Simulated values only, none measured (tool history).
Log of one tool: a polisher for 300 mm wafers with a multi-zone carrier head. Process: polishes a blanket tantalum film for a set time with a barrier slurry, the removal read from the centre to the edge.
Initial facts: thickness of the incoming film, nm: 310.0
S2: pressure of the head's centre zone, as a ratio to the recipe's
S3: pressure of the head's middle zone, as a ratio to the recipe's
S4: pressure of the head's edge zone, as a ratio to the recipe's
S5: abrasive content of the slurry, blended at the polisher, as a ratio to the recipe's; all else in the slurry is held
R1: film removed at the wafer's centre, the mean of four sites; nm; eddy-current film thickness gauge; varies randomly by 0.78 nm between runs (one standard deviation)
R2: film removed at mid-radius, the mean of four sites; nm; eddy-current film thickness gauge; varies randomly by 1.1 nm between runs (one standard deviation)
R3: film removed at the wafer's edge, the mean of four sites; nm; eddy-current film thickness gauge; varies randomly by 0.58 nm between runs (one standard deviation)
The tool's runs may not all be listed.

Run 1, hour 0.0: flow of slurry (ml/min) 245, S2 1.00, S3 1.00, S4 1.00, S5 1.00, polishing time (s) 50. Result: R1 110.34 nm, R2 101.440 nm, R3 102.220 nm.
Run 2, hour 5.3: flow of slurry (ml/min) 240, S2 0.98, S3 1.00, S4 1.00, S5 1.00, polishing time (s) 50. Result: R1 107.37 nm, R2 102.080 nm, R3 102.590 nm.
Run 3, hour 6.2: flow of slurry (ml/min) 240, S2 0.98, S3 1.00, S4 1.00, S5 0.85, polishing time (s) 50. Result: R1 104.00 nm, R2 96.037 nm, R3 97.152 nm.
Run 4, hour 9.5: flow of slurry (ml/min) 275, S2 0.98, S3 1.00, S4 1.00, S5 0.85, polishing time (s) 50. Result: R1 103.51 nm, R2 94.727 nm, R3 98.841 nm.
Run 5, hour 13.0: flow of slurry (ml/min) 275, S2 0.98, S3 1.00, S4 1.07, S5 0.85, polishing time (s) 50. Result: R1 104.93 nm, R2 98.212 nm, R3 101.420 nm.
Run 6, hour 21.5: flow of slurry (ml/min) 310, S2 0.98, S3 1.00, S4 1.07, S5 0.85, polishing time (s) 50. Result: R1 104.91 nm, R2 97.426 nm, R3 101.830 nm.
Run 7, hour 28.7: flow of slurry (ml/min) 310, S2 0.96, S3 1.01, S4 1.06, S5 0.85, polishing time (s) 50. Result: R1 103.51 nm, R2 99.703 nm, R3 102.050 nm.
Run 8, hour 34.8: flow of slurry (ml/min) 310, S2 0.94, S3 1.01, S4 1.06, S5 0.85, polishing time (s) 50. Result: R1 101.20 nm, R2 96.515 nm, R3 102.910 nm.

Predict the results of run 9:
Run 9, hour 41.7: flow of slurry (ml/min) 305, S2 0.93, S3 1.03, S4 1.05, S5 0.85, polishing time (s) 50. Result: R1 ?, R2 ?, R3 ?.

R1: 100.47 nm
R2: 101.940 nm
R3: 101.410 nm

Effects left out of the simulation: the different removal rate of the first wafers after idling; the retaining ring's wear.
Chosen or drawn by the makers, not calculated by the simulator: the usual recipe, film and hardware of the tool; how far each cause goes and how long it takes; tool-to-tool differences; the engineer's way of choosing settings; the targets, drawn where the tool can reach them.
